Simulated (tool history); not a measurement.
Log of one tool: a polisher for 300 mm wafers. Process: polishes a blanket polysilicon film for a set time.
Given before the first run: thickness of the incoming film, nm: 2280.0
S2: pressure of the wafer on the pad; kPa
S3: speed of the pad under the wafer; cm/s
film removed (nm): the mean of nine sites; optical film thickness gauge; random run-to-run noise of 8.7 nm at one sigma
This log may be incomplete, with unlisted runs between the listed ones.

Run 1, day 0.000: flow of slurry (ml/min) 255, S2 15.2 kPa, S3 90 cm/s, polishing time (s) 80. Result: film removed (nm) 475.63.
Run 2, day 0.175: flow of slurry (ml/min) 255, S2 12.4 kPa, S3 90 cm/s, polishing time (s) 80. Result: film removed (nm) 417.97.
Run 3, day 0.317: flow of slurry (ml/min) 255, S2 14.5 kPa, S3 90 cm/s, polishing time (s) 80. Result: film removed (nm) 463.18.
Run 4, day 0.442: flow of slurry (ml/min) 225, S2 14.5 kPa, S3 90 cm/s, polishing time (s) 80. Result: film removed (nm) 442.17.
Run 5, day 0.500: flow of slurry (ml/min) 250, S2 15.9 kPa, S3 90 cm/s, polishing time (s) 80. Result: film removed (nm) 479.49.
Run 6, day 0.650: flow of slurry (ml/min) 260, S2 17.9 kPa, S3 92 cm/s, polishing time (s) 80. Result: film removed (nm) 538.57.
Run 7, day 0.854: flow of slurry (ml/min) 265, S2 19.3 kPa, S3 92 cm/s, polishing time (s) 80. Result: film removed (nm) 576.29.
Run 8, day 1.179: flow of slurry (ml/min) 270, S2 20.0 kPa, S3 92 cm/s, polishing time (s) 80. Result: film removed (nm) 587.43.
Run 9, day 1.433: flow of slurry (ml/min) 270, S2 20.7 kPa, S3 92 cm/s, polishing time (s) 80. Result: film removed (nm) 601.67.

For run 10, what comes out?
Run 10, day 1.612: flow of slurry (ml/min) 270, S2 22.8 kPa, S3 92 cm/s, polishing time (s) 80. Result: film removed (nm) ?.

Logged for run 10: film removed (nm) 645.78.

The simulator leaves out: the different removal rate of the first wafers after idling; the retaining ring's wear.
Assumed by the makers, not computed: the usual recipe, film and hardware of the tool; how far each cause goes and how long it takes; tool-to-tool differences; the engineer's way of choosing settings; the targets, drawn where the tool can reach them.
